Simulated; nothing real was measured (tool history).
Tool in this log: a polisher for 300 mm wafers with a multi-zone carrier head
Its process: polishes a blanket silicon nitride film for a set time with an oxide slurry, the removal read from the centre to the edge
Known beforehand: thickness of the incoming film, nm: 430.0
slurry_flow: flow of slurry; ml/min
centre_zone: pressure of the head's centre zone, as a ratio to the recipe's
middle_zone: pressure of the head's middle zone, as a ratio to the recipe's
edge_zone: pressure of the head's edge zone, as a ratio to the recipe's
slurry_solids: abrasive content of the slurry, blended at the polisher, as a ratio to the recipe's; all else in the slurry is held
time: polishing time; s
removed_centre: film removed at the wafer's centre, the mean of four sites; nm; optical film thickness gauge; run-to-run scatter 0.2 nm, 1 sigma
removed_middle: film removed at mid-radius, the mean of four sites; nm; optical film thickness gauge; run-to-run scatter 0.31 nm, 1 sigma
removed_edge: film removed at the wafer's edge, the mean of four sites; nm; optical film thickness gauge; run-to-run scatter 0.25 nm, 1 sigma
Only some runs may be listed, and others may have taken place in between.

| run | hour | slurry_flow | centre_zone | middle_zone | edge_zone | slurry_solids | time | removed_centre | removed_middle | removed_edge |
|---|---|---|---|---|---|---|---|---|---|---|
| 1 | 0.0 | 280 | 1.00 | 1.00 | 1.00 | 1.00 | 48 | 27.355 | 27.614 | 27.271 |
| 2 | 5.5 | 280 | 1.02 | 0.99 | 0.97 | 0.90 | 48 | 26.554 | 26.033 | 24.897 |
| 3 | 6.7 | 280 | 1.02 | 0.99 | 0.97 | 0.90 | 53 | 29.756 | 27.944 | 28.008 |
| 4 | 10.9 | 280 | 0.98 | 0.99 | 0.97 | 0.90 | 53 | 28.236 | 28.254 | 27.034 |
| 5 | 15.7 | 280 | 0.98 | 0.99 | 0.97 | 0.90 | 63 | 33.857 | 33.916 | 33.181 |
| 6 | 22.6 | 280 | 0.98 | 0.96 | 0.94 | 0.80 | 62 | 30.343 | 30.084 | 29.551 |
| 7 | 28.0 | 290 | 1.00 | 0.95 | 0.91 | 0.75 | 61 | 29.693 | 28.811 | 27.352 |

Run 8 comes next. What will it give?
| 8 | 29.5 | 290 | 1.01 | 0.92 | 0.89 | 0.70 | 61 | ? | ? | ? |

Run 8 measured removed_centre 28.425 nm, removed_middle 26.568 nm, removed_edge 26.303 nm.

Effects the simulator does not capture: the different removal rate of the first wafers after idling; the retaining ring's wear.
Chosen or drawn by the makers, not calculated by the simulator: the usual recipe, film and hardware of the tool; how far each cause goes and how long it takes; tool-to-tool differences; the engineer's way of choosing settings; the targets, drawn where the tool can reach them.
